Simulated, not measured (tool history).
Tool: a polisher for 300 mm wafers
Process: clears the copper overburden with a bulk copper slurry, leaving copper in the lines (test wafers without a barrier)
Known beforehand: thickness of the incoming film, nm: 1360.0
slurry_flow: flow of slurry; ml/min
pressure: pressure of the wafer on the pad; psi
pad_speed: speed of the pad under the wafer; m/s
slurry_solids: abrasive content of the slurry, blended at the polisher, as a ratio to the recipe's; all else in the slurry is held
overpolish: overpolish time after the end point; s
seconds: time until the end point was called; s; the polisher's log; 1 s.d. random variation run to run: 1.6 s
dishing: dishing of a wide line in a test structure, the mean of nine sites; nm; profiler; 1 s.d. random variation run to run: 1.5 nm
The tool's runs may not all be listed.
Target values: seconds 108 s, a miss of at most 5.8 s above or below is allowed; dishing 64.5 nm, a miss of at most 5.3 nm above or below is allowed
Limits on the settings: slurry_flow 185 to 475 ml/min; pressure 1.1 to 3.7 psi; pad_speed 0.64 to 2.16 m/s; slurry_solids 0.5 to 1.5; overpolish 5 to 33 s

run,hour,slurry_flow,pressure,pad_speed,slurry_solids,overpolish,seconds,dishing
1,0,305,2.4,1.4,1,17,112.63,94.72
2,2.5,305,2.4,1.42,1,16,111.37,94.356
3,8,305,2.8,1.42,1,16,97.501,103.15
4,14.3,260,2.8,1.42,1,16,98.821,102.9
5,15.7,265,2.7,1.44,1,15,100.3,99.43
6,21.7,265,2.7,1.72,1,15,83.492,107.5
7,23.1,270,2.6,1.74,1,14,86.254,97.799
8,24.9,270,2.5,1.74,1,13,91.654,93.078
9,29.2,270,1.9,1.84,1,5,112.24,41.992
10,34.2,270,1.9,1.82,1,6,110.7,48.435

Which of these 4 next moves meets every target?
A,39.2,235,1.9,1.58,1,15,?,?
B,39.2,270,1.7,1.94,0.75,11,?,?
C,39.2,335,1.8,1.96,1.05,9,?,?
D,39.2,230,1.9,1.68,1.1,15,?,?

move,seconds,dishing
A,132.35,82.244
B,129.28,68.312
C,108.1,67.949
D,121.66,85.973
A: carries the result that was furthest off beyond its target, to the other side
B: gets the furthest-off result to its target, but another result is out of tolerance
C: hits every target within its allowed miss
D: carries the result that was furthest off beyond its target, to the other side
C is the move that brings every result within its allowed miss.

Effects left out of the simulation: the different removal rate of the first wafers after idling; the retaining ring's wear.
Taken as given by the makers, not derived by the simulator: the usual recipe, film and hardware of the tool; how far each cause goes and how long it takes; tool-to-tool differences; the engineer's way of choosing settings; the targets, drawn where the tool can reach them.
